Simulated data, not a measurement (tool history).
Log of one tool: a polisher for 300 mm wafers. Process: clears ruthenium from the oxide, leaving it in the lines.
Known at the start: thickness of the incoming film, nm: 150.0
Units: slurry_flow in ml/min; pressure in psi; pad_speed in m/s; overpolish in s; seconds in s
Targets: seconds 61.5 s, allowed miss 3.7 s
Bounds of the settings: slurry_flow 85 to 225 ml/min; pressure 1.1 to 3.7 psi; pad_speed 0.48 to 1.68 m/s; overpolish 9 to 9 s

| run | hour | slurry_flow | pressure | pad_speed | overpolish | seconds |
|---|---|---|---|---|---|---|
| 1 | 0 | 145 | 2.4 | 1.08 | 9 | 84.514 |
| 2 | 7.3 | 120 | 2.4 | 1.08 | 9 | 90.184 |
| 3 | 14.1 | 125 | 2.5 | 1.08 | 9 | 81.277 |
| 4 | 21.4 | 110 | 2.5 | 1.08 | 9 | 89.742 |
| 5 | 25.2 | 110 | 2.5 | 1.2 | 9 | 78.822 |
| 6 | 26 | 120 | 2.6 | 1.2 | 9 | 75.089 |
| 7 | 27.5 | 125 | 2.7 | 1.2 | 9 | 69.675 |
| 8 | 36.3 | 130 | 2.7 | 1.2 | 9 | 70.653 |
| 9 | 44 | 135 | 2.8 | 1.2 | 9 | 68.365 |
| 10 | 46.1 | 135 | 2.9 | 1.2 | 9 | 65.423 |

4 next moves are on the table. One of them brings every result within its allowed miss. Which?
| A | 48.2 | 135 | 2.8 | 1.08 | 9 | ? |
| B | 48.2 | 115 | 2.5 | 1.24 | 9 | ? |
| C | 48.2 | 170 | 2.7 | 1.1 | 9 | ? |
| D | 48.2 | 135 | 2.8 | 1.3 | 9 | ? |

| move | seconds |
|---|---|
| A | 77.679 |
| B | 78.658 |
| C | 75.734 |
| D | 64.863 |
A: further off than the last run
B: further off than the last run
C: further off than the last run
D: meets every target
Move D is the one to make.
